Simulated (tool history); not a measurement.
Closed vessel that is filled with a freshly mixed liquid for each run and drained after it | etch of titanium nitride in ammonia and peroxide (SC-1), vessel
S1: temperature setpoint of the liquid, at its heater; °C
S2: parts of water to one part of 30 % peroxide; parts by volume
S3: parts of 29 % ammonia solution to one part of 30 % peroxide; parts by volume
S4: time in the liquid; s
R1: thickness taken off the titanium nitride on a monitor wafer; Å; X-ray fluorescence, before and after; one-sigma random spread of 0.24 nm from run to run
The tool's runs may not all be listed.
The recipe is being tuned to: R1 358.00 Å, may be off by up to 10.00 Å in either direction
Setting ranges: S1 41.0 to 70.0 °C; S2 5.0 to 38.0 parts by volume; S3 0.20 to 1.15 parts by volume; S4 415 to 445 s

Run 1, day 0.000: S1 57.0 °C, S2 21.0 parts by volume, S3 0.65 parts by volume, S4 415 s. Result: R1 193.53 Å.
Run 2, day 0.100: S1 61.5 °C, S2 21.0 parts by volume, S3 0.65 parts by volume, S4 415 s. Result: R1 261.60 Å.
Run 3, day 0.233: S1 62.5 °C, S2 21.0 parts by volume, S3 0.65 parts by volume, S4 415 s. Result: R1 278.89 Å.
Run 4, day 0.288: S1 63.5 °C, S2 21.0 parts by volume, S3 0.65 parts by volume, S4 415 s. Result: R1 298.77 Å.
Run 5, day 0.446: S1 64.0 °C, S2 21.0 parts by volume, S3 0.65 parts by volume, S4 415 s. Result: R1 307.06 Å.
Run 6, day 0.500: S1 64.5 °C, S2 21.0 parts by volume, S3 0.65 parts by volume, S4 415 s. Result: R1 316.85 Å.
Run 7, day 0.650: S1 65.0 °C, S2 21.0 parts by volume, S3 0.65 parts by volume, S4 415 s. Result: R1 329.69 Å.
Run 8, day 0.812: S1 65.5 °C, S2 21.0 parts by volume, S3 0.65 parts by volume, S4 415 s. Result: R1 339.72 Å.

5 next moves are on the table. One of them brings every result within its allowed miss. Which?
Run A, day 0.975: S1 68.0 °C, S2 27.0 parts by volume, S3 0.40 parts by volume, S4 440 s. Result: R1 ?.
Run B, day 0.975: S1 59.5 °C, S2 13.5 parts by volume, S3 1.00 parts by volume, S4 445 s. Result: R1 ?.
Run C, day 0.975: S1 65.5 °C, S2 23.0 parts by volume, S3 0.55 parts by volume, S4 435 s. Result: R1 ?.
Run D, day 0.975: S1 65.0 °C, S2 21.0 parts by volume, S3 0.65 parts by volume, S4 445 s. Result: R1 ?.
Run E, day 0.975: S1 64.0 °C, S2 18.5 parts by volume, S3 0.65 parts by volume, S4 430 s. Result: R1 ?.

move      R1
   A  336.61
   B  339.01
   C  330.13
   D  354.91
   E  344.89
A: moves away from the targets compared with the last run
B: just as far off the targets as the last run
C: moves away from the targets compared with the last run
D: all results in spec
E: moves toward the targets from the last run without getting all of them in spec
D meets every target.

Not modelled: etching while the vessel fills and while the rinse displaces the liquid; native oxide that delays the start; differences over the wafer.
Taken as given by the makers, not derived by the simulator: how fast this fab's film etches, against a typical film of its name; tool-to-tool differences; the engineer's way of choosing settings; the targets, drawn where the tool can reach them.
